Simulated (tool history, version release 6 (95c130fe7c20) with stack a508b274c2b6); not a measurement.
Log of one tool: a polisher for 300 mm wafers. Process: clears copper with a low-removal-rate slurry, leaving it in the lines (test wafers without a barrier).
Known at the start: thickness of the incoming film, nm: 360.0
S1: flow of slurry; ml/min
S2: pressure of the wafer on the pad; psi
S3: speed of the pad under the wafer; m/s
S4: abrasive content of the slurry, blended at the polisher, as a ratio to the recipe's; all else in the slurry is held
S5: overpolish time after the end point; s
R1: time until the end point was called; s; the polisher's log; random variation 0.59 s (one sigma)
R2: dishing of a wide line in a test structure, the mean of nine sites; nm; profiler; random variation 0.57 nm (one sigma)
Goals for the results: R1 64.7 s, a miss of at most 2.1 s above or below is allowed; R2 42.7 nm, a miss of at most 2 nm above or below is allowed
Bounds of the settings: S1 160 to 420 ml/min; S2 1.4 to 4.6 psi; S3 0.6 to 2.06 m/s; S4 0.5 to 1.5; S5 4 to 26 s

Run 1, day 0: S1 270 ml/min, S2 3 psi, S3 1.32 m/s, S4 1, S5 13 s. Result: R1 101.76 s, R2 30.795 nm.
Run 2, day 0.221: S1 270 ml/min, S2 3 psi, S3 1.32 m/s, S4 1, S5 17 s. Result: R1 103.3 s, R2 39.056 nm.
Run 3, day 0.383: S1 275 ml/min, S2 3.4 psi, S3 1.32 m/s, S4 1, S5 15 s. Result: R1 90.277 s, R2 38.846 nm.
Run 4, day 0.604: S1 275 ml/min, S2 4 psi, S3 1.32 m/s, S4 1, S5 15 s. Result: R1 78.588 s, R2 44.924 nm.
At day 0.662: slurry blender recalibrated.
Run 5, day 0.662: S1 280 ml/min, S2 4.2 psi, S3 1.34 m/s, S4 1, S5 14 s. Result: R1 68.474 s, R2 46.739 nm.
Run 6, day 0.992: S1 325 ml/min, S2 4.2 psi, S3 1.34 m/s, S4 1, S5 14 s. Result: R1 68.022 s, R2 46.381 nm.
Run 7, day 1.212: S1 335 ml/min, S2 4.2 psi, S3 1.34 m/s, S4 1, S5 13 s. Result: R1 67.414 s, R2 44.066 nm.
Run 8, day 1.575: S1 340 ml/min, S2 4.2 psi, S3 1.34 m/s, S4 1, S5 13 s. Result: R1 67.997 s, R2 42.645 nm.
Run 9, day 1.8: S1 345 ml/min, S2 4.2 psi, S3 1.34 m/s, S4 1, S5 13 s. Result: R1 67.469 s, R2 43.911 nm.
Run 10, day 1.971: S1 350 ml/min, S2 4.2 psi, S3 1.34 m/s, S4 1, S5 13 s. Result: R1 67.483 s, R2 45.308 nm.

Which single option among these 5 for the next run brings every result within its allowed miss of target? Just one does.
Run A, day 2.142: S1 325 ml/min, S2 4.1 psi, S3 1.26 m/s, S4 1.05, S5 15 s. Result: R1 ?, R2 ?.
Run B, day 2.142: S1 420 ml/min, S2 3.5 psi, S3 1.52 m/s, S4 1.1, S5 17 s. Result: R1 ?, R2 ?.
Run C, day 2.142: S1 350 ml/min, S2 4.6 psi, S3 1.22 m/s, S4 1.15, S5 12 s. Result: R1 ?, R2 ?.
Run D, day 2.142: S1 380 ml/min, S2 3.4 psi, S3 1.8 m/s, S4 1.15, S5 13 s. Result: R1 ?, R2 ?.
Run E, day 2.142: S1 305 ml/min, S2 4.2 psi, S3 1.2 m/s, S4 1.05, S5 16 s. Result: R1 ?, R2 ?.

move      R1      R2
   A   73.04  47.418
   B  70.706   53.02
   C   65.42  43.567
   D  62.424  47.582
   E  74.646  49.039
A: further off than the last run
B: further off than the last run
C: meets every target
D: the result that was furthest off in the last run now lies on the other side of its target
E: further off than the last run
The move that meets every target is C.
